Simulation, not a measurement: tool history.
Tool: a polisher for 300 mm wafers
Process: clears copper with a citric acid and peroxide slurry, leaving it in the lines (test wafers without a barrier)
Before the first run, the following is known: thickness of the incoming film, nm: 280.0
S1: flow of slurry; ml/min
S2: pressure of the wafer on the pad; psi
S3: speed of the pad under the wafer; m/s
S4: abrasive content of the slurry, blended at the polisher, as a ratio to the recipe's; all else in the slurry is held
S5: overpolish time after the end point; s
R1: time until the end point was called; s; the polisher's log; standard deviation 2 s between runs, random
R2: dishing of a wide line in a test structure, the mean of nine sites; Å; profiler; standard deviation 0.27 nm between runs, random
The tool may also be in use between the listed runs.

run  hour   S1   S2    S3  S4  S5      R1      R2
  1     0  180  2.8  0.84   1  20  151.08  261.11
  2   4.9  180  3.3  0.84   1  20  130.79  283.75
  3  13.4  180  3.6  0.82   1  16  128.78  234.77
  4  17.2  185  3.9  0.84   1  13  119.09  221.32
  5  18.7  220  3.9  0.84   1  13  114.57  224.22
  6    23  220  3.4  0.84   1  13  125.71  205.06

The next listed run, before its measurement:
  7  23.6  230  3.7  0.84   1  11   ?   ?

Run 7 came out at R1 118.95 s, R2 181.67 Å.
